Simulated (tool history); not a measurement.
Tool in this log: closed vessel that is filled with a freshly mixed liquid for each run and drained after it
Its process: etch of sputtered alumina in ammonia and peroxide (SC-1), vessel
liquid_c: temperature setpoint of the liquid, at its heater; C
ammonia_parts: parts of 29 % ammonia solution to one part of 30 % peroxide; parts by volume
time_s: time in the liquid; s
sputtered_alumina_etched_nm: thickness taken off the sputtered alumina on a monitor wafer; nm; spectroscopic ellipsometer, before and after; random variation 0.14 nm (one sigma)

{"run": 1, "hour": 0.0, "liquid_c": 49, "ammonia_parts": 0.5, "time_s": 375, "sputtered_alumina_etched_nm": 17.759}
{"run": 2, "hour": 8.9, "liquid_c": 55, "ammonia_parts": 0.5, "time_s": 375, "sputtered_alumina_etched_nm": 24.622}
{"run": 3, "hour": 13.6, "liquid_c": 55, "ammonia_parts": 0.65, "time_s": 375, "sputtered_alumina_etched_nm": 25.558}
{"run": 4, "hour": 21.6, "liquid_c": 50, "ammonia_parts": 0.65, "time_s": 375, "sputtered_alumina_etched_nm": 19.386}
{"run": 5, "hour": 25.7, "liquid_c": 53.5, "ammonia_parts": 0.65, "time_s": 375, "sputtered_alumina_etched_nm": 23.447}
{"run": 6, "hour": 33.9, "liquid_c": 53.5, "ammonia_parts": 0.5, "time_s": 375, "sputtered_alumina_etched_nm": 22.92}
{"run": 7, "hour": 35.5, "liquid_c": 53.5, "ammonia_parts": 0.5, "time_s": 375, "sputtered_alumina_etched_nm": 22.96}
{"hour": 38.1, "done": "thermometer replaced"}
{"run": 8, "hour": 38.1, "liquid_c": 56, "ammonia_parts": 0.5, "time_s": 375, "sputtered_alumina_etched_nm": 29.291}
{"run": 9, "hour": 44.6, "liquid_c": 56.5, "ammonia_parts": 0.5, "time_s": 375, "sputtered_alumina_etched_nm": 30.38}
{"run": 10, "hour": 51.6, "liquid_c": 57, "ammonia_parts": 0.5, "time_s": 375, "sputtered_alumina_etched_nm": 31.089}
{"run": 11, "hour": 58.1, "liquid_c": 57.5, "ammonia_parts": 0.5, "time_s": 375, "sputtered_alumina_etched_nm": 32.005}

Run 12 has not been measured yet. What should we expect?
{"run": 12, "hour": 62.7, "liquid_c": 58, "ammonia_parts": 0.5, "time_s": 375, "sputtered_alumina_etched_nm": "?"}

sputtered_alumina_etched_nm: 32.652 nm

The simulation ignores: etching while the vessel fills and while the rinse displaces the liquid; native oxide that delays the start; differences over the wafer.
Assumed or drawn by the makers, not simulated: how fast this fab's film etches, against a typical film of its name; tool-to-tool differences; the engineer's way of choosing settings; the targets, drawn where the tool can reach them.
